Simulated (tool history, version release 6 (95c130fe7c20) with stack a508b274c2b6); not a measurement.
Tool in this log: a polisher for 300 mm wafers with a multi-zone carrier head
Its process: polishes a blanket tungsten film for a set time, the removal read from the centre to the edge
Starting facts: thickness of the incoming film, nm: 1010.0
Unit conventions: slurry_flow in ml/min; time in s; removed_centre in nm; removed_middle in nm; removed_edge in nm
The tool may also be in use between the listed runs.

run 1 day=0.000 | slurry_flow=210 centre_zone=1.00 middle_zone=1.00 edge_zone=1.00 slurry_solids=1.00 time=68 | removed_centre=355.45 removed_middle=320.59 removed_edge=315.30
run 2 day=0.158 | slurry_flow=165 centre_zone=1.00 middle_zone=1.00 edge_zone=1.00 slurry_solids=1.00 time=68 | removed_centre=344.89 removed_middle=309.22 removed_edge=312.65
run 3 day=0.521 | slurry_flow=170 centre_zone=0.99 middle_zone=1.02 edge_zone=1.02 slurry_solids=1.05 time=68 | removed_centre=350.72 removed_middle=319.59 removed_edge=318.82
run 4 day=0.738 | slurry_flow=175 centre_zone=0.98 middle_zone=1.03 edge_zone=1.04 slurry_solids=1.10 time=68 | removed_centre=350.68 removed_middle=326.29 removed_edge=320.27
-- day=0.783 centre zone pressure recalibrated
run 5 day=0.783 | slurry_flow=175 centre_zone=0.98 middle_zone=1.03 edge_zone=1.10 slurry_solids=1.10 time=68 | removed_centre=318.92 removed_middle=324.77 removed_edge=338.96
run 6 day=0.979 | slurry_flow=180 centre_zone=0.99 middle_zone=1.04 edge_zone=1.11 slurry_solids=1.15 time=68 | removed_centre=319.78 removed_middle=332.95 removed_edge=340.75
run 7 day=1.296 | slurry_flow=185 centre_zone=1.00 middle_zone=1.04 edge_zone=1.11 slurry_solids=1.20 time=68 | removed_centre=322.46 removed_middle=337.10 removed_edge=341.91

Run 8 is up next; what results do you expect?
run 8 day=1.367 | slurry_flow=185 centre_zone=1.01 middle_zone=1.04 edge_zone=1.11 slurry_solids=1.25 time=69 | removed_centre=? removed_middle=? removed_edge=?

removed_centre: 341.56 nm
removed_middle: 340.90 nm
removed_edge: 355.13 nm
